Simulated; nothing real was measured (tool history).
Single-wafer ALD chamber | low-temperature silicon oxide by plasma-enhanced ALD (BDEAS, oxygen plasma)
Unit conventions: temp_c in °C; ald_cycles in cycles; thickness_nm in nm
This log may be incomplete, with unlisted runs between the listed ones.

run	hour	temp_c	ald_cycles	thickness_nm
1	0	105	64	9.552
2	7.1	105	71	10.601
3	9.6	105	62	9.2405
4	15.8	103	65	9.7301
5	18.2	101	68	10.228
6	23.2	112	68	10.085
7	31	107	78	11.579

What will run 8 give?
8	38.8	106	79	?

Run 8 came out at thickness_nm 11.709 nm.

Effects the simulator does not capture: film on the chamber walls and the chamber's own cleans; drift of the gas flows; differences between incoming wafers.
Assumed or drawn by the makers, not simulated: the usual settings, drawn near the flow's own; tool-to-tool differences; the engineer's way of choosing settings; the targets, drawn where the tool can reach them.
